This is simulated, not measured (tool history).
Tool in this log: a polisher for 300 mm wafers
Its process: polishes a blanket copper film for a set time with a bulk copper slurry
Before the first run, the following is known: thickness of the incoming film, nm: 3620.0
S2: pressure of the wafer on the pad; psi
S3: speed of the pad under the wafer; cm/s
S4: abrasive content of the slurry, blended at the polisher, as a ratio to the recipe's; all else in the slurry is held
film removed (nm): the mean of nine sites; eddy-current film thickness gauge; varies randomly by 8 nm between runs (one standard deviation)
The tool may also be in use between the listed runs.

run 1 hour=0 | flow_of_slurry_(ml/min)=255 S2=2.3 S3=142 S4=1 polishing_time_(s)=58 | film_removed_(nm)=672.64
run 2 hour=1.5 | flow_of_slurry_(ml/min)=255 S2=2.3 S3=114 S4=1 polishing_time_(s)=58 | film_removed_(nm)=586.43
run 3 hour=4.8 | flow_of_slurry_(ml/min)=205 S2=2.3 S3=114 S4=1 polishing_time_(s)=58 | film_removed_(nm)=559.7
run 4 hour=11.9 | flow_of_slurry_(ml/min)=205 S2=2.3 S3=114 S4=1.2 polishing_time_(s)=58 | film_removed_(nm)=588.15
run 5 hour=14.6 | flow_of_slurry_(ml/min)=250 S2=2.3 S3=114 S4=1.2 polishing_time_(s)=58 | film_removed_(nm)=592.37
run 6 hour=16.4 | flow_of_slurry_(ml/min)=250 S2=2.4 S3=114 S4=1.2 polishing_time_(s)=58 | film_removed_(nm)=621.44
run 7 hour=17 | flow_of_slurry_(ml/min)=255 S2=3 S3=116 S4=1.2 polishing_time_(s)=58 | film_removed_(nm)=728.71

What will run 8 give?
-- hour=22.9 slurry blender recalibrated
run 8 hour=22.9 | flow_of_slurry_(ml/min)=255 S2=3 S3=116 S4=1.2 polishing_time_(s)=58 | film_removed_(nm)=?

film removed (nm): 763.27
